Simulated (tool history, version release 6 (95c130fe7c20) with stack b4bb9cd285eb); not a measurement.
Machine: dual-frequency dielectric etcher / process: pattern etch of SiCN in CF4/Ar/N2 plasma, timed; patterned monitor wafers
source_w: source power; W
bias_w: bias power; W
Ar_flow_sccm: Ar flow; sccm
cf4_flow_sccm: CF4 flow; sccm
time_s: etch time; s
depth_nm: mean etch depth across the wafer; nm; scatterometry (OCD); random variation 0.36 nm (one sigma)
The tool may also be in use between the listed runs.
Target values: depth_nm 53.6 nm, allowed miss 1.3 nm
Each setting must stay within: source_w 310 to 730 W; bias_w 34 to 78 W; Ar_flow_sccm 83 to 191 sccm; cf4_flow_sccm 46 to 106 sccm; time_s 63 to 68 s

run,hour,source_w,bias_w,Ar_flow_sccm,cf4_flow_sccm,time_s,depth_nm
1,0,520,56,137,76,68,56.698
2,1.9,520,56,154,76,68,56.196
3,4.4,520,66,154,76,68,61.314
4,10.4,490,66,154,76,68,57.131
5,18.5,480,66,154,76,68,56.165
6,25.6,480,66,154,84,68,57.395
7,29.5,470,66,154,84,68,56.697
8,38,460,66,154,84,68,55.098

Which single option among these 4 for the next run brings every result within its allowed miss of target? Just one does.
A,46.5,470,70,153,90,66.5,?
B,46.5,460,69,151,95,67.5,?
C,46.5,480,69,128,86,64.5,?
D,46.5,480,62,156,80,65.5,?

move,depth_nm
A,57.927
B,57.874
C,57.698
D,53.323
A: its largest miss is bigger than the last run's
B: its largest miss is bigger than the last run's
C: its largest miss is bigger than the last run's
D: in spec on every target
D is the move that brings every result within its allowed miss.
